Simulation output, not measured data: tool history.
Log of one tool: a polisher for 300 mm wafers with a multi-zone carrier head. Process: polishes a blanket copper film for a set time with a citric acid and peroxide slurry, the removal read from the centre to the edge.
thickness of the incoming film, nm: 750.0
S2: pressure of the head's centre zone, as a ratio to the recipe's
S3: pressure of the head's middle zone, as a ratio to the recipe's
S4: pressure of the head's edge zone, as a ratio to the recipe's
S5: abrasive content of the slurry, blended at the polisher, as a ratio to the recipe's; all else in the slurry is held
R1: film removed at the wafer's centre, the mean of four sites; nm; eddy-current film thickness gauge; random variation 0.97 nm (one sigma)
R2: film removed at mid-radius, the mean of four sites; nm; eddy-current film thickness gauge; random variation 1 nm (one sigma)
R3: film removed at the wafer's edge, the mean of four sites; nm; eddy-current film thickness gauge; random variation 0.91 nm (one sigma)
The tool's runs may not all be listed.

{"run": 1, "hour": 0.0, "flow of slurry (ml/min)": 190, "S2": 1.0, "S3": 1.0, "S4": 1.0, "S5": 1.0, "polishing time (s)": 62, "R1": 109.09, "R2": 105.94, "R3": 107.06}
{"run": 2, "hour": 3.1, "flow of slurry (ml/min)": 185, "S2": 0.99, "S3": 0.98, "S4": 0.99, "S5": 0.95, "polishing time (s)": 61, "R1": 102.65, "R2": 100.71, "R3": 103.5}
{"run": 3, "hour": 6.7, "flow of slurry (ml/min)": 185, "S2": 0.99, "S3": 0.93, "S4": 0.99, "S5": 0.95, "polishing time (s)": 61, "R1": 105.78, "R2": 93.376, "R3": 102.0}
{"run": 4, "hour": 9.2, "flow of slurry (ml/min)": 185, "S2": 0.99, "S3": 1.01, "S4": 0.99, "S5": 0.95, "polishing time (s)": 61, "R1": 103.23, "R2": 101.21, "R3": 104.49}
{"run": 5, "hour": 11.3, "flow of slurry (ml/min)": 185, "S2": 0.98, "S3": 1.01, "S4": 0.98, "S5": 0.9, "polishing time (s)": 60, "R1": 99.971, "R2": 98.584, "R3": 99.88}
{"run": 6, "hour": 16.9, "flow of slurry (ml/min)": 185, "S2": 0.98, "S3": 1.01, "S4": 0.98, "S5": 1.05, "polishing time (s)": 60, "R1": 101.0, "R2": 104.75, "R3": 105.18}
{"run": 7, "hour": 24.3, "flow of slurry (ml/min)": 185, "S2": 0.96, "S3": 1.0, "S4": 0.97, "S5": 1.0, "polishing time (s)": 59, "R1": 97.186, "R2": 101.1, "R3": 100.71}
{"run": 8, "hour": 27.6, "flow of slurry (ml/min)": 180, "S2": 0.95, "S3": 0.99, "S4": 0.97, "S5": 0.95, "polishing time (s)": 59, "R1": 96.163, "R2": 98.691, "R3": 98.821}
{"run": 9, "hour": 31.7, "flow of slurry (ml/min)": 175, "S2": 0.94, "S3": 0.98, "S4": 0.98, "S5": 0.9, "polishing time (s)": 58, "R1": 92.167, "R2": 91.386, "R3": 95.58}
{"run": 10, "hour": 33.9, "flow of slurry (ml/min)": 170, "S2": 0.93, "S3": 0.97, "S4": 0.98, "S5": 0.85, "polishing time (s)": 58, "R1": 89.439, "R2": 88.753, "R3": 95.301}
{"run": 11, "hour": 36.8, "flow of slurry (ml/min)": 170, "S2": 0.92, "S3": 0.96, "S4": 0.97, "S5": 0.8, "polishing time (s)": 58, "R1": 88.462, "R2": 88.274, "R3": 91.229}
{"run": 12, "hour": 42.0, "flow of slurry (ml/min)": 165, "S2": 0.91, "S3": 0.95, "S4": 0.97, "S5": 0.75, "polishing time (s)": 58, "R1": 85.068, "R2": 83.988, "R3": 89.77}
{"run": 13, "hour": 50.5, "flow of slurry (ml/min)": 165, "S2": 0.9, "S3": 0.94, "S4": 0.96, "S5": 0.75, "polishing time (s)": 58, "R1": 84.352, "R2": 83.983, "R3": 87.945}
{"run": 14, "hour": 53.5, "flow of slurry (ml/min)": 145, "S2": 0.84, "S3": 0.84, "S4": 0.96, "S5": 0.5, "polishing time (s)": 56, "R1": 65.543, "R2": 63.754, "R3": 75.511}

Run 15 comes next. What will it give?
{"run": 15, "hour": 57.1, "flow of slurry (ml/min)": 150, "S2": 0.84, "S3": 0.85, "S4": 0.96, "S5": 0.5, "polishing time (s)": 56, "R1": "?", "R2": "?", "R3": "?"}

{"run 15": {"R1": 65.47, "R2": 65.345, "R3": 74.336}}

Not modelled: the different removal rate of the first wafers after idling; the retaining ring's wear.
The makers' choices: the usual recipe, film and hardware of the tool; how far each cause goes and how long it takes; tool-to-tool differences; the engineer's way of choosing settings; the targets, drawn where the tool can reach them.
